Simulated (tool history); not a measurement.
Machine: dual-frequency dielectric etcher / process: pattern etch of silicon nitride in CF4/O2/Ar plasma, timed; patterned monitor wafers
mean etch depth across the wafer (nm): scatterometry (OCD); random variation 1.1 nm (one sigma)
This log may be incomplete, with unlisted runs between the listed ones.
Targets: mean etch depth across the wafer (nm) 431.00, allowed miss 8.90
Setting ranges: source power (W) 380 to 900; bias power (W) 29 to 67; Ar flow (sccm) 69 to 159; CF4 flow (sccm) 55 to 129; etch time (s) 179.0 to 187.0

run  hour  source power (W)  bias power (W)  Ar flow (sccm)  CF4 flow (sccm)  etch time (s)  mean etch depth across the wafer (nm)
  1   0.0               640              48             114               92          179.0                                 394.25
  2   4.6               640              44             114               92          179.0                                 377.60
  3   7.4               640              44             114              100          179.0                                 385.25
  4   8.6               670              44             114              100          179.0                                 402.75
  5  11.4               670              44             114               89          179.0                                 394.00
  6  18.9               690              44             114               89          179.0                                 405.88
  7  25.6               700              44             114               89          179.0                                 411.87
  8  28.1               710              44             114               89          179.0                                 419.22

Which one of the following 4 next-run settings gets every result inside its allowed miss? There is exactly one.
  A  30.6               770              47             126               77          179.0                                      ?
  B  30.6               720              44             119              102          179.0                                      ?
  C  30.6               670              47             121               90          179.0                                      ?
  D  30.6               710              46             110               93          185.5                                      ?

move  mean etch depth across the wafer (nm)
   A                                 449.99
   B                                 435.36
   C                                 405.63
   D                                 450.26
A: takes the biggest miss from the last run beyond its target
B: all results in spec
C: the biggest miss grows against the last run
D: takes the biggest miss from the last run beyond its target
So the answer is move B, the one that meets all the targets.

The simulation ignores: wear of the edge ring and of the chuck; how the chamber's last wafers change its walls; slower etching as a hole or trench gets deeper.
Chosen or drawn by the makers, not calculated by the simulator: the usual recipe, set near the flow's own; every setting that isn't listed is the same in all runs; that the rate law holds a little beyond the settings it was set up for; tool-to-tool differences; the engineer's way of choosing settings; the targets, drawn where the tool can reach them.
